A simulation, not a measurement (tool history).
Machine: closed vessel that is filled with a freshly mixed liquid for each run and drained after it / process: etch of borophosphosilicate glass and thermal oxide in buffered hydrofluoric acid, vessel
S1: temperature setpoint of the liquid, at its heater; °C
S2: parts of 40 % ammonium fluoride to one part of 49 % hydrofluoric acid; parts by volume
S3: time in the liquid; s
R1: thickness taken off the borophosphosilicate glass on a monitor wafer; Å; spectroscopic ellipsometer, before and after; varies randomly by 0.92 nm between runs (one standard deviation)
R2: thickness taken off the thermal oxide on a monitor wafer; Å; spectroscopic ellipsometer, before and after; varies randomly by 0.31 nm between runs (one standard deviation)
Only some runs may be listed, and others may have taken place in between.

run,hour,S1,S2,S3,R1,R2
1,0,23,23,60,462.25,285.4
2,4.9,23,23,85,660.67,406.58
3,6.4,25,22,85,746.13,468.79
4,12.2,26,20.5,85,834.61,517.67
5,19.7,27,20,85,883.18,553.92
6,22.6,28,19,85,981.09,613.59
7,25.5,28.5,19,85,999.73,628.45
8,34.4,29,18.5,85,1059.3,658.15

For run 9, what comes out?
9,37,29.5,18.5,85,?,?

R1: 1102.4 Å
R2: 680.42 Å
